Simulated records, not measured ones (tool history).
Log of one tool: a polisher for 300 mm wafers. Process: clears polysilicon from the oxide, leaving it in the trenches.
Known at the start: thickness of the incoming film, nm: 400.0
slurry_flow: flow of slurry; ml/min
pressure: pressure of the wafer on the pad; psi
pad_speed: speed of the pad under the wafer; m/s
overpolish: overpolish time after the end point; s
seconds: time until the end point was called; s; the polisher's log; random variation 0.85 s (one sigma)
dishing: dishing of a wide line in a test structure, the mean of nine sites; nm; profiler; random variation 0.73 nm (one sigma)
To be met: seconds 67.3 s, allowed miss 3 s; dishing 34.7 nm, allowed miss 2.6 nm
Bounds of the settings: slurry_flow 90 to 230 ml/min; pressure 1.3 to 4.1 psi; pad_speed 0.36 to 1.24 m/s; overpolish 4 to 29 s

run 1 hour=0 | slurry_flow=150 pressure=2.7 pad_speed=0.8 overpolish=15 | seconds=34.779 dishing=42.308
run 2 hour=6.6 | slurry_flow=120 pressure=2.7 pad_speed=0.8 overpolish=15 | seconds=36.45 dishing=40.783
run 3 hour=11.3 | slurry_flow=120 pressure=2.2 pad_speed=0.8 overpolish=15 | seconds=42.748 dishing=39.877
run 4 hour=16.9 | slurry_flow=115 pressure=2.1 pad_speed=0.78 overpolish=14 | seconds=44.217 dishing=40.013
run 5 hour=24.5 | slurry_flow=110 pressure=2 pad_speed=0.74 overpolish=12 | seconds=48.985 dishing=35.386
run 6 hour=30.9 | slurry_flow=110 pressure=1.9 pad_speed=0.72 overpolish=12 | seconds=51.57 dishing=35.256
run 7 hour=36.9 | slurry_flow=110 pressure=1.8 pad_speed=0.72 overpolish=12 | seconds=53.804 dishing=35.813
run 8 hour=42.6 | slurry_flow=110 pressure=1.7 pad_speed=0.72 overpolish=12 | seconds=56.639 dishing=35.248
run 9 hour=51.2 | slurry_flow=110 pressure=1.6 pad_speed=0.72 overpolish=12 | seconds=57.706 dishing=34.097
run 10 hour=54.4 | slurry_flow=110 pressure=1.6 pad_speed=0.72 overpolish=13 | seconds=56.589 dishing=34.872
run 11 hour=58.6 | slurry_flow=110 pressure=1.6 pad_speed=0.7 overpolish=14 | seconds=58.726 dishing=37.656

5 next moves are on the table. One of them brings every result within its allowed miss. Which?
run A hour=62.8 | slurry_flow=95 pressure=1.4 pad_speed=0.76 overpolish=25 | seconds=? dishing=?
run B hour=62.8 | slurry_flow=105 pressure=1.9 pad_speed=0.64 overpolish=13 | seconds=? dishing=?
run C hour=62.8 | slurry_flow=115 pressure=1.7 pad_speed=0.68 overpolish=12 | seconds=? dishing=?
run D hour=62.8 | slurry_flow=100 pressure=1.9 pad_speed=0.56 overpolish=15 | seconds=? dishing=?
run E hour=62.8 | slurry_flow=90 pressure=1.7 pad_speed=0.7 overpolish=24 | seconds=? dishing=?

move=A seconds=60.909 dishing=41.661
move=B seconds=58.967 dishing=35.638
move=C seconds=58.777 dishing=34.582
move=D seconds=67.548 dishing=35.735
move=E seconds=59.391 dishing=41.571
A: nearer than the last run, and not there yet
B: as far off as the last run
C: as far off as the last run
D: meets every target
E: nearer than the last run, and not there yet
Move D is the one to make.

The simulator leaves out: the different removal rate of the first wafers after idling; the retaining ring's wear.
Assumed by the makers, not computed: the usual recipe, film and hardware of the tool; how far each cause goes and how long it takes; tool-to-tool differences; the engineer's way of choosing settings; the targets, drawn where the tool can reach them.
